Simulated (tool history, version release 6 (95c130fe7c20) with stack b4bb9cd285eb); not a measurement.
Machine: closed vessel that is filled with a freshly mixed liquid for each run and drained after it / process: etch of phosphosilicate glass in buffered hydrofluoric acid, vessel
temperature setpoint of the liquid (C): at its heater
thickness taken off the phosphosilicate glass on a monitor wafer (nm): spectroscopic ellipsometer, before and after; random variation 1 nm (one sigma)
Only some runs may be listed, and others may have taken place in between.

run,hour,temperature setpoint of the liquid (C),parts of 40 % ammonium fluoride to one part of 49 % hydrofluoric acid (parts by volume),time in the liquid (s),thickness taken off the phosphosilicate glass on a monitor wafer (nm)
1,0,23,18.5,95,320.35
2,1.8,21.5,18.5,95,294.22
3,8.5,21.5,21,95,263.66
4,14.2,21,21,95,258.01
5,16,21,21,100,270.88
6,22.5,20.5,21,100,261.1
7,28,20,21,100,254.67

For run 8, what comes out?
8,36.3,19.5,21,100,?

Run 8 gave thickness taken off the phosphosilicate glass on a monitor wafer (nm) 251.71.
